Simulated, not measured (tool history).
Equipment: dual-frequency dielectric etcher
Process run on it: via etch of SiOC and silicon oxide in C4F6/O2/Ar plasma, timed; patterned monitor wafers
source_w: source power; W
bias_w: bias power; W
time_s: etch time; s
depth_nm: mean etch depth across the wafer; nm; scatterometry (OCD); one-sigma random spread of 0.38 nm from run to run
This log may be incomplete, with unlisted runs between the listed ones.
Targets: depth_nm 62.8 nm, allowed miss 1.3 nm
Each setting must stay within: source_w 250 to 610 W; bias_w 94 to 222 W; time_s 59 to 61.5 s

Run 1, hour 0: source_w 430 W, bias_w 158 W, time_s 59 s. Result: depth_nm 67.554 nm.
Run 2, hour 0.9: source_w 410 W, bias_w 157 W, time_s 59 s. Result: depth_nm 66.484 nm.
Run 3, hour 5.2: source_w 410 W, bias_w 157 W, time_s 61.5 s. Result: depth_nm 68.994 nm.
Run 4, hour 11.8: source_w 470 W, bias_w 157 W, time_s 61.5 s. Result: depth_nm 72.616 nm.
Run 5, hour 13.3: source_w 440 W, bias_w 154 W, time_s 61.5 s. Result: depth_nm 71.216 nm.
Run 6, hour 14: source_w 440 W, bias_w 154 W, time_s 61.5 s. Result: depth_nm 70.005 nm.
Run 7, hour 18.4: source_w 420 W, bias_w 152 W, time_s 61.5 s. Result: depth_nm 69.896 nm.
Run 8, hour 24.4: source_w 390 W, bias_w 148 W, time_s 61.5 s. Result: depth_nm 68.017 nm.
Run 9, hour 31.6: source_w 370 W, bias_w 145 W, time_s 61.5 s. Result: depth_nm 66.17 nm.

Of the 4 settings listed for the next run, only one would bring every result within its allowed miss of target. Which one?
Run A, hour 38.8: source_w 420 W, bias_w 143 W, time_s 61.5 s. Result: depth_nm ?.
Run B, hour 38.8: source_w 370 W, bias_w 145 W, time_s 59 s. Result: depth_nm ?.
Run C, hour 38.8: source_w 410 W, bias_w 148 W, time_s 59.5 s. Result: depth_nm ?.
Run D, hour 38.8: source_w 380 W, bias_w 153 W, time_s 60 s. Result: depth_nm ?.

move  depth_nm
   A    67.789
   B    62.679
   C    65.621
   D    65.127
A: its largest miss is bigger than the last run's
B: hits every target within its allowed miss
C: nearer than the last run, and not there yet
D: nearer than the last run, and not there yet
The right move is B.
